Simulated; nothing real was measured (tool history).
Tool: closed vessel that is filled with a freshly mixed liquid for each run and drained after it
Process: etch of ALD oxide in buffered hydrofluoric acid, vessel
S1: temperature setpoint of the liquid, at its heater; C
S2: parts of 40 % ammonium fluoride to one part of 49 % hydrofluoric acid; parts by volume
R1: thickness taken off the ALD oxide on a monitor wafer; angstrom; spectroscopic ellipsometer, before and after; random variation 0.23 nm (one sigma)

Run 1, day 0.000: S1 21.0 C, S2 21.0 parts by volume, time in the liquid (s) 35. Result: R1 307.09 angstrom.
Run 2, day 0.258: S1 21.5 C, S2 21.0 parts by volume, time in the liquid (s) 35. Result: R1 310.00 angstrom.
Run 3, day 0.617: S1 21.5 C, S2 21.0 parts by volume, time in the liquid (s) 35. Result: R1 313.29 angstrom.
Run 4, day 0.792: S1 21.5 C, S2 25.5 parts by volume, time in the liquid (s) 35. Result: R1 272.03 angstrom.
Run 5, day 1.025: S1 21.5 C, S2 23.0 parts by volume, time in the liquid (s) 35. Result: R1 293.95 angstrom.
Run 6, day 1.221: S1 21.5 C, S2 23.0 parts by volume, time in the liquid (s) 35. Result: R1 294.19 angstrom.
Run 7, day 1.442: S1 22.5 C, S2 23.0 parts by volume, time in the liquid (s) 35. Result: R1 310.38 angstrom.

Forecast run 8:
At day 1.625: thermometer replaced.
Run 8, day 1.625: S1 23.0 C, S2 23.0 parts by volume, time in the liquid (s) 35. Result: R1 ?.

{"run 8": {"R1": 290.98}}
